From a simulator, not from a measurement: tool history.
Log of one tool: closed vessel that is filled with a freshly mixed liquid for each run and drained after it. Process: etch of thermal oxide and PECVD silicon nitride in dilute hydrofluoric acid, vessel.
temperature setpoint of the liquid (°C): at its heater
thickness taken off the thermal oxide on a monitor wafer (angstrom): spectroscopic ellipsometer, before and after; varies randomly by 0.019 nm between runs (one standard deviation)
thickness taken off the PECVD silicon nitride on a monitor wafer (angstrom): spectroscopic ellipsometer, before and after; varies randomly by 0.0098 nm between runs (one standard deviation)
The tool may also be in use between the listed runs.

run  hour  temperature setpoint of the liquid (°C)  parts of water to one part of 49 % hydrofluoric acid (parts by volume)  time in the liquid (s)  thickness taken off the thermal oxide on a monitor wafer (angstrom)  thickness taken off the PECVD silicon nitride on a monitor wafer (angstrom)
  1   0.0                                     22.0                                                                      60                      80                                                               60.657                                                                       65.142
  2   8.7                                     21.0                                                                      70                      80                                                               49.101                                                                       52.052
  3  14.9                                     23.5                                                                      70                      80                                                               54.553                                                                       61.213
  4  22.0                                     22.0                                                                      80                      80                                                               44.444                                                                       49.130
  5  30.1                                     20.5                                                                      80                      80                                                               41.886                                                                       44.047
  6  38.3                                     20.5                                                                      95                      80                                                               34.839                                                                       37.169
  7  42.7                                     20.0                                                                     100                      75                                                               30.235                                                                       32.358
  8  51.7                                     19.5                                                                     100                      70                                                               28.050                                                                       29.256
  9  59.2                                     19.0                                                                     100                      65                                                               25.440                                                                       26.099
 10  64.7                                     19.0                                                                     100                      65                                                               24.881                                                                       25.903
 11  67.9                                     18.5                                                                     100                      65                                                               23.988                                                                       24.995
 12  71.9                                     18.0                                                                     100                      65                                                               24.371                                                                       24.334

The next listed run, before its measurement:
 13  74.7                                     18.0                                                                     100                      65                                                                    ?                                                                            ?

{"run 13": {"thickness taken off the thermal oxide on a monitor wafer (angstrom)": 23.981, "thickness taken off the PECVD silicon nitride on a monitor wafer (angstrom)": 24.123}}
